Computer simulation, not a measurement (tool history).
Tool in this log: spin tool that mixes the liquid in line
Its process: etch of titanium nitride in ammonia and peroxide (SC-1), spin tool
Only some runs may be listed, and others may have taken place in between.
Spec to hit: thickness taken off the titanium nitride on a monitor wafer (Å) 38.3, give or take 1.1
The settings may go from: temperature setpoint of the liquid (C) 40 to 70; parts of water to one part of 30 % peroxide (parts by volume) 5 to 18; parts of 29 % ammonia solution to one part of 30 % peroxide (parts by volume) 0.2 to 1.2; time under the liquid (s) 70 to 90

run  hour  temperature setpoint of the liquid (C)  parts of water to one part of 30 % peroxide (parts by volume)  parts of 29 % ammonia solution to one part of 30 % peroxide (parts by volume)  time under the liquid (s)  thickness taken off the titanium nitride on a monitor wafer (Å)
  1     0                                      56                                                             10                                                                           0.75                         90                                                           68.925
  2   4.2                                      52                                                             10                                                                           0.75                         90                                                           52.917
  3    12                                      52                                                             10                                                                           0.75                         90                                                           52.438
  4  18.2                                      52                                                           13.5                                                                           0.75                         90                                                           45.346
  5    20                                    57.5                                                           13.5                                                                           0.75                         90                                                           65.902
  6  25.8                                    55.5                                                           13.5                                                                           0.75                         90                                                           57.577
  7  26.6                                      54                                                           13.5                                                                           0.75                         90                                                           52.404
  8  34.7                                    52.5                                                           13.5                                                                           0.75                         90                                                           46.296
  9  36.7                                    51.5                                                           13.5                                                                           0.75                         90                                                           43.526
 10  38.8                                      51                                                           13.5                                                                           0.75                         90                                                           42.418
 11  42.6                                    50.5                                                           13.5                                                                           0.75                         90                                                           39.914

4 candidate next runs follow, results not yet known. Just one meets every target within its allowed miss. Identify it.
  A  46.4                                      52                                                           14.5                                                                            0.5                         90                                                                ?
  B  46.4                                      49                                                           10.5                                                                            0.6                         90                                                                ?
  C  46.4                                    50.5                                                            9.5                                                                            0.8                         70                                                                ?
  D  46.4                                    51.5                                                             14                                                                            0.8                         85                                                                ?

move  thickness taken off the titanium nitride on a monitor wafer (Å)
   A                                                           40.058
   B                                                           39.759
   C                                                           37.955
   D                                                           40.437
A: its largest miss is bigger than the last run's
B: nearer the targets than the last run, but a result is still out of spec
C: all results land within tolerance of their targets
D: its largest miss is bigger than the last run's
Go with C: it meets all targets.

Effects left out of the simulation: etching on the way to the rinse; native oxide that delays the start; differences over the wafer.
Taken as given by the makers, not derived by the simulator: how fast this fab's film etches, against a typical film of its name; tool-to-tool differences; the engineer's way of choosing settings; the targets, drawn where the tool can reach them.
